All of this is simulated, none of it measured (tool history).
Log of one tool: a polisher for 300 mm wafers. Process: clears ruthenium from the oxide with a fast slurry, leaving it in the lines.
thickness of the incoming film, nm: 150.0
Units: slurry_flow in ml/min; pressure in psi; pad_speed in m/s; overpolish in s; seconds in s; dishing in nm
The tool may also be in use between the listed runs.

Run 1, hour 0.0: slurry_flow 135 ml/min, pressure 2.9 psi, pad_speed 1.02 m/s, slurry_solids 1.0, overpolish 16 s. Result: seconds 33.194 s, dishing 63.276 nm.
Run 2, hour 5.3: slurry_flow 110 ml/min, pressure 2.9 psi, pad_speed 1.02 m/s, slurry_solids 1.0, overpolish 16 s. Result: seconds 35.602 s, dishing 58.650 nm.
Run 3, hour 9.4: slurry_flow 125 ml/min, pressure 2.9 psi, pad_speed 1.02 m/s, slurry_solids 1.0, overpolish 16 s. Result: seconds 33.853 s, dishing 61.200 nm.
Run 4, hour 14.4: slurry_flow 125 ml/min, pressure 2.9 psi, pad_speed 0.90 m/s, slurry_solids 1.0, overpolish 16 s. Result: seconds 36.873 s, dishing 57.271 nm.
Run 5, hour 21.4: slurry_flow 130 ml/min, pressure 2.5 psi, pad_speed 0.88 m/s, slurry_solids 1.0, overpolish 13 s. Result: seconds 42.094 s, dishing 40.939 nm.
Run 6, hour 28.2: slurry_flow 130 ml/min, pressure 3.1 psi, pad_speed 0.88 m/s, slurry_solids 1.0, overpolish 13 s. Result: seconds 34.395 s, dishing 51.354 nm.
Run 7, hour 36.4: slurry_flow 130 ml/min, pressure 2.7 psi, pad_speed 0.88 m/s, slurry_solids 1.0, overpolish 12 s. Result: seconds 40.059 s, dishing 42.449 nm.

Forecast run 8:
Run 8, hour 40.5: slurry_flow 130 ml/min, pressure 2.4 psi, pad_speed 0.88 m/s, slurry_solids 1.0, overpolish 10 s. Result: seconds ?, dishing ?.

Run 8 gave seconds 43.964 s, dishing 30.910 nm.
